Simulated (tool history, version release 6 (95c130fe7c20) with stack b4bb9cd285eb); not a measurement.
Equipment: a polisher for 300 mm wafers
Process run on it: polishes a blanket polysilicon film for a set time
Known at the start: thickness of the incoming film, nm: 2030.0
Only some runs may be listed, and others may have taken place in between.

| run | day | flow of slurry (ml/min) | pressure of the wafer on the pad (psi) | speed of the pad under the wafer (cm/s) | polishing time (s) | film removed (angstrom) |
|---|---|---|---|---|---|---|
| 1 | 0 | 135 | 2 | 78 | 24 | 1048.8 |
| 2 | 0.358 | 135 | 2 | 92 | 24 | 1207.1 |
| 3 | 0.588 | 135 | 1.6 | 92 | 24 | 982.04 |
| 4 | 0.954 | 130 | 1.5 | 88 | 24 | 873.72 |
| 5 | 1.012 | 130 | 2 | 88 | 24 | 1168.9 |
| 6 | 1.158 | 130 | 1.7 | 88 | 24 | 981.66 |
| 7 | 1.483 | 125 | 1.6 | 86 | 24 | 896.9 |
| 8 | 1.788 | 105 | 1 | 72 | 24 | 472.1 |
| 9 | 2.088 | 110 | 1 | 72 | 24 | 471.43 |
| 10 | 2.262 | 115 | 1 | 72 | 24 | 482.12 |
| 11 | 2.579 | 120 | 1 | 72 | 24 | 485.52 |
| 12 | 2.692 | 135 | 1.1 | 72 | 24 | 539.09 |

Run 13 comes next. What will it give?
| 13 | 2.896 | 130 | 1.1 | 72 | 24 | ? |

Run 13 measured film removed (angstrom) 540.62.
